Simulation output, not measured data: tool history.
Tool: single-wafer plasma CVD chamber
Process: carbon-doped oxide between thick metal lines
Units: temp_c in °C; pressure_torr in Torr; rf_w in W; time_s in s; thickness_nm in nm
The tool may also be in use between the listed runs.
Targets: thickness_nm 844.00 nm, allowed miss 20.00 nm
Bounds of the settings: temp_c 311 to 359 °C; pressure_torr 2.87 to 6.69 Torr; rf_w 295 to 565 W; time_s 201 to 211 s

run 1 hour=0.0 | temp_c=335 pressure_torr=4.78 rf_w=430 time_s=211 | thickness_nm=943.00
run 2 hour=5.4 | temp_c=335 pressure_torr=4.78 rf_w=430 time_s=201 | thickness_nm=901.25
run 3 hour=9.0 | temp_c=337 pressure_torr=4.63 rf_w=425 time_s=201 | thickness_nm=880.60
run 4 hour=15.4 | temp_c=337 pressure_torr=4.63 rf_w=425 time_s=211 | thickness_nm=925.44
run 5 hour=16.1 | temp_c=343 pressure_torr=4.63 rf_w=425 time_s=211 | thickness_nm=908.13
run 6 hour=22.3 | temp_c=343 pressure_torr=4.09 rf_w=425 time_s=211 | thickness_nm=881.16
run 7 hour=28.0 | temp_c=344 pressure_torr=3.98 rf_w=425 time_s=211 | thickness_nm=882.60
run 8 hour=33.7 | temp_c=345 pressure_torr=3.87 rf_w=420 time_s=211 | thickness_nm=869.26

Which of these 5 next moves meets every target?
run A hour=39.4 | temp_c=347 pressure_torr=4.12 rf_w=440 time_s=208 | thickness_nm=?
run B hour=39.4 | temp_c=351 pressure_torr=4.91 rf_w=415 time_s=201 | thickness_nm=?
run C hour=39.4 | temp_c=347 pressure_torr=4.24 rf_w=435 time_s=208 | thickness_nm=?
run D hour=39.4 | temp_c=350 pressure_torr=3.93 rf_w=410 time_s=201 | thickness_nm=?
run E hour=39.4 | temp_c=340 pressure_torr=4.39 rf_w=430 time_s=211 | thickness_nm=?

move=A thickness_nm=884.95
move=B thickness_nm=842.53
move=C thickness_nm=883.42
move=D thickness_nm=805.86
move=E thickness_nm=914.97
A: further off than the last run
B: meets every target
C: further off than the last run
D: takes the result that was furthest off past its target
E: further off than the last run
Move B is the one to make.
